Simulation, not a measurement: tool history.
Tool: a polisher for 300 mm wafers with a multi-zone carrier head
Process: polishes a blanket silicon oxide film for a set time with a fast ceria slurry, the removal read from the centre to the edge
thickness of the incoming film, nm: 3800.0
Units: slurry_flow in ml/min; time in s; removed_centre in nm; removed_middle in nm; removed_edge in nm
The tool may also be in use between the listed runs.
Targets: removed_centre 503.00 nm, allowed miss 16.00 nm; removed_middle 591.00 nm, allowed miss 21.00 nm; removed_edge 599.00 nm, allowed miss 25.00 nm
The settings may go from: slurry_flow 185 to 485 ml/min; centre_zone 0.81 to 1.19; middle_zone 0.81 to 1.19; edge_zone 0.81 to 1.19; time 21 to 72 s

{"run": 1, "hour": 0.0, "slurry_flow": 310, "centre_zone": 1.0, "middle_zone": 1.0, "edge_zone": 1.0, "time": 46, "removed_centre": 651.47, "removed_middle": 654.2, "removed_edge": 638.99}
{"run": 2, "hour": 0.6, "slurry_flow": 265, "centre_zone": 1.0, "middle_zone": 1.0, "edge_zone": 1.0, "time": 46, "removed_centre": 630.7, "removed_middle": 649.91, "removed_edge": 636.01}
{"run": 3, "hour": 3.1, "slurry_flow": 265, "centre_zone": 1.0, "middle_zone": 1.0, "edge_zone": 1.0, "time": 52, "removed_centre": 714.57, "removed_middle": 721.7, "removed_edge": 734.12}
{"run": 4, "hour": 7.9, "slurry_flow": 255, "centre_zone": 0.95, "middle_zone": 0.98, "edge_zone": 0.98, "time": 50, "removed_centre": 660.83, "removed_middle": 677.61, "removed_edge": 682.02}
{"run": 5, "hour": 16.2, "slurry_flow": 255, "centre_zone": 0.95, "middle_zone": 0.91, "edge_zone": 0.98, "time": 50, "removed_centre": 656.71, "removed_middle": 645.75, "removed_edge": 694.67}
{"run": 6, "hour": 23.7, "slurry_flow": 255, "centre_zone": 0.95, "middle_zone": 0.91, "edge_zone": 0.98, "time": 61, "removed_centre": 802.06, "removed_middle": 785.32, "removed_edge": 854.27}
{"run": 7, "hour": 25.5, "slurry_flow": 245, "centre_zone": 0.91, "middle_zone": 0.93, "edge_zone": 0.99, "time": 56, "removed_centre": 709.03, "removed_middle": 730.33, "removed_edge": 762.13}
{"run": 8, "hour": 34.3, "slurry_flow": 225, "centre_zone": 0.88, "middle_zone": 0.94, "edge_zone": 1.03, "time": 52, "removed_centre": 634.22, "removed_middle": 681.24, "removed_edge": 714.56}
{"run": 9, "hour": 40.9, "slurry_flow": 215, "centre_zone": 0.86, "middle_zone": 0.95, "edge_zone": 1.04, "time": 49, "removed_centre": 585.93, "removed_middle": 641.2, "removed_edge": 663.25}
{"run": 10, "hour": 45.9, "slurry_flow": 210, "centre_zone": 0.84, "middle_zone": 0.96, "edge_zone": 1.06, "time": 47, "removed_centre": 541.35, "removed_middle": 618.25, "removed_edge": 672.68}
{"run": 11, "hour": 51.6, "slurry_flow": 210, "centre_zone": 0.83, "middle_zone": 0.97, "edge_zone": 1.04, "time": 46, "removed_centre": 534.05, "removed_middle": 609.78, "removed_edge": 636.3}

Which of these 4 next moves meets every target?
{"run": "A", "hour": 57.3, "slurry_flow": 185, "centre_zone": 0.82, "middle_zone": 0.88, "edge_zone": 1.11, "time": 49, "removed_centre": "?", "removed_middle": "?", "removed_edge": "?"}
{"run": "B", "hour": 57.3, "slurry_flow": 210, "centre_zone": 0.83, "middle_zone": 1.0, "edge_zone": 1.02, "time": 43, "removed_centre": "?", "removed_middle": "?", "removed_edge": "?"}
{"run": "C", "hour": 57.3, "slurry_flow": 185, "centre_zone": 0.93, "middle_zone": 1.01, "edge_zone": 0.92, "time": 46, "removed_centre": "?", "removed_middle": "?", "removed_edge": "?"}
{"run": "D", "hour": 57.3, "slurry_flow": 185, "centre_zone": 0.81, "middle_zone": 1.05, "edge_zone": 1.09, "time": 42, "removed_centre": "?", "removed_middle": "?", "removed_edge": "?"}

move=A removed_centre=560.92 removed_middle=576.44 removed_edge=699.50
move=B removed_centre=507.40 removed_middle=573.24 removed_edge=595.57
move=C removed_centre=581.35 removed_middle=607.12 removed_edge=598.41
move=D removed_centre=476.85 removed_middle=573.04 removed_edge=592.73
A: further off than the last run
B: meets every target
C: further off than the last run
D: takes the result that was furthest off past its target
Answer: B

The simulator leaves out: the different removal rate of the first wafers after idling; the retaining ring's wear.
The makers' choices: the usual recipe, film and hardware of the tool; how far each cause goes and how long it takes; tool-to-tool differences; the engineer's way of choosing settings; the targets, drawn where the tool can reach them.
